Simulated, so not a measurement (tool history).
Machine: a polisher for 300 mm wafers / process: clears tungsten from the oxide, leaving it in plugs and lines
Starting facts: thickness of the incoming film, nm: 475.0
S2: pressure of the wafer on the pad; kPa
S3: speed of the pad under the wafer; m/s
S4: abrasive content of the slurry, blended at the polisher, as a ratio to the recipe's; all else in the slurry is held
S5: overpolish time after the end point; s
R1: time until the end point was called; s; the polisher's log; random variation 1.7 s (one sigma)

{"run": 1, "day": 0.0, "flow of slurry (ml/min)": 145, "S2": 23.4, "S3": 1.26, "S4": 1.0, "S5": 12, "R1": 105.42}
{"run": 2, "day": 0.171, "flow of slurry (ml/min)": 145, "S2": 23.4, "S3": 1.38, "S4": 1.0, "S5": 12, "R1": 96.56}
{"run": 3, "day": 0.367, "flow of slurry (ml/min)": 145, "S2": 18.6, "S3": 1.38, "S4": 1.0, "S5": 12, "R1": 119.1}
{"run": 4, "day": 0.508, "flow of slurry (ml/min)": 145, "S2": 18.6, "S3": 1.38, "S4": 1.0, "S5": 9, "R1": 120.88}
{"run": 5, "day": 0.858, "flow of slurry (ml/min)": 145, "S2": 18.6, "S3": 1.1, "S4": 1.0, "S5": 9, "R1": 150.69}
{"run": 6, "day": 1.167, "flow of slurry (ml/min)": 110, "S2": 18.6, "S3": 1.1, "S4": 1.0, "S5": 9, "R1": 155.39}

Expected results for the next run?
{"run": 7, "day": 1.412, "flow of slurry (ml/min)": 110, "S2": 19.3, "S3": 1.1, "S4": 1.0, "S5": 9, "R1": "?"}

R1: 149.82 s
